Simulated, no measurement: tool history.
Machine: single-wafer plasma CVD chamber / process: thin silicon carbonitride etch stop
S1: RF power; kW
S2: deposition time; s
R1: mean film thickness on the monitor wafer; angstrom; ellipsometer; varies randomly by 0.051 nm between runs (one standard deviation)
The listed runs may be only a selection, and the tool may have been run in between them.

run,day,S1,S2,R1
1,0,0.245,19.7,126.18
2,0.346,0.255,19.7,127
3,0.554,0.255,22.1,142.45
4,0.679,0.245,21.3,136.7
5,0.958,0.245,22.4,144.89
# day 1.046: thermocouple changed; heater temperature recalibrated
6,1.046,0.22,22.4,139.85

Run 7 comes next. What will it give?
7,1.092,0.215,21.6,?

{"run 7": {"R1": 134.11}}

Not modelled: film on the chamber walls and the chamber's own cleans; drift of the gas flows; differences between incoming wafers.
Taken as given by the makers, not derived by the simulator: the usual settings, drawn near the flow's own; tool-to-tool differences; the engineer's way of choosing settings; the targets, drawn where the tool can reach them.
